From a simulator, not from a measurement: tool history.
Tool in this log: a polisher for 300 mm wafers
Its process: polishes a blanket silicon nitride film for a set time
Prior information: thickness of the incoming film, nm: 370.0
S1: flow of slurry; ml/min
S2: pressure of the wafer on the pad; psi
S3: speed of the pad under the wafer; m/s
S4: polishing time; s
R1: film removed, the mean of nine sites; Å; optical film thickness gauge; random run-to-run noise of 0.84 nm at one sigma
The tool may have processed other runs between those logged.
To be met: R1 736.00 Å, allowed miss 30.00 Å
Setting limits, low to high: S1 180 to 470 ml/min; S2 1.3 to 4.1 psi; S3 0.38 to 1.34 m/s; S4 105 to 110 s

Run 1, hour 0.0: S1 300 ml/min, S2 2.7 psi, S3 0.86 m/s, S4 105 s. Result: R1 1104.10 Å.
Run 2, hour 6.9: S1 300 ml/min, S2 2.4 psi, S3 0.86 m/s, S4 105 s. Result: R1 992.68 Å.
Run 3, hour 7.6: S1 230 ml/min, S2 2.4 psi, S3 0.86 m/s, S4 105 s. Result: R1 968.70 Å.
Run 4, hour 8.7: S1 230 ml/min, S2 2.4 psi, S3 0.86 m/s, S4 105 s. Result: R1 962.08 Å.
Run 5, hour 12.2: S1 230 ml/min, S2 2.4 psi, S3 1.00 m/s, S4 105 s. Result: R1 1067.70 Å.
Run 6, hour 17.0: S1 230 ml/min, S2 2.4 psi, S3 1.00 m/s, S4 110 s. Result: R1 1120.60 Å.
Run 7, hour 18.2: S1 230 ml/min, S2 2.1 psi, S3 0.98 m/s, S4 110 s. Result: R1 990.12 Å.
Run 8, hour 23.8: S1 230 ml/min, S2 1.9 psi, S3 0.98 m/s, S4 110 s. Result: R1 908.48 Å.
At hour 29.2: worn pad replaced by a new one.
Run 9, hour 29.2: S1 230 ml/min, S2 1.7 psi, S3 0.98 m/s, S4 110 s. Result: R1 917.65 Å.
Run 10, hour 37.5: S1 230 ml/min, S2 1.3 psi, S3 0.78 m/s, S4 109 s. Result: R1 642.82 Å.
Run 11, hour 39.1: S1 230 ml/min, S2 1.7 psi, S3 0.78 m/s, S4 109 s. Result: R1 794.35 Å.

Exercise: of the 4 proposed moves below, exactly one satisfies all targets within the stated allowed misses. Which move is it?
Run A, hour 40.7: S1 230 ml/min, S2 1.6 psi, S3 0.70 m/s, S4 105 s. Result: R1 ?.
Run B, hour 40.7: S1 220 ml/min, S2 1.6 psi, S3 0.80 m/s, S4 105 s. Result: R1 ?.
Run C, hour 40.7: S1 180 ml/min, S2 1.6 psi, S3 0.72 m/s, S4 105 s. Result: R1 ?.
Run D, hour 40.7: S1 195 ml/min, S2 1.6 psi, S3 0.86 m/s, S4 110 s. Result: R1 ?.

move      R1
   A  692.57
   B  743.62
   C  687.10
   D  803.12
A: carries the result that was furthest off beyond its target, to the other side
B: every result lands within tolerance
C: carries the result that was furthest off beyond its target, to the other side
D: misses by more than the last run did
B meets every target.

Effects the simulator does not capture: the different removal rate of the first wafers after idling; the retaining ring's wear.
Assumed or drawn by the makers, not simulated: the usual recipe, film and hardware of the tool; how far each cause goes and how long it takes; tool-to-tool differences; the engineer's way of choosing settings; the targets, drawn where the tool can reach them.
